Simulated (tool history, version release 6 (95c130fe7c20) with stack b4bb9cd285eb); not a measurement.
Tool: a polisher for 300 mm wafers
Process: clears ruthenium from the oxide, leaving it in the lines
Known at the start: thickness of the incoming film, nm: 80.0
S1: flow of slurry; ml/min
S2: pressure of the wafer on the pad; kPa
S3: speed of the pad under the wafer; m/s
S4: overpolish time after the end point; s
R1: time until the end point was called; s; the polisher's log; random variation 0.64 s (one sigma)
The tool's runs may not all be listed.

{"run": 1, "hour": 0.0, "S1": 185, "S2": 9.0, "S3": 1.0, "S4": 39, "R1": 96.448}
{"run": 2, "hour": 8.5, "S1": 190, "S2": 9.7, "S3": 1.0, "S4": 39, "R1": 91.972}
{"run": 3, "hour": 15.5, "S1": 215, "S2": 9.7, "S3": 1.0, "S4": 39, "R1": 90.288}
{"run": 4, "hour": 16.6, "S1": 215, "S2": 9.7, "S3": 1.0, "S4": 43, "R1": 91.66}
{"run": 5, "hour": 25.5, "S1": 215, "S2": 10.3, "S3": 1.0, "S4": 43, "R1": 84.988}
{"run": 6, "hour": 31.5, "S1": 215, "S2": 11.0, "S3": 1.0, "S4": 43, "R1": 80.221}

Run 7 comes next. What will it give?
{"run": 7, "hour": 36.9, "S1": 215, "S2": 11.7, "S3": 1.0, "S4": 43, "R1": "?"}

{"run 7": {"R1": 76.3}}

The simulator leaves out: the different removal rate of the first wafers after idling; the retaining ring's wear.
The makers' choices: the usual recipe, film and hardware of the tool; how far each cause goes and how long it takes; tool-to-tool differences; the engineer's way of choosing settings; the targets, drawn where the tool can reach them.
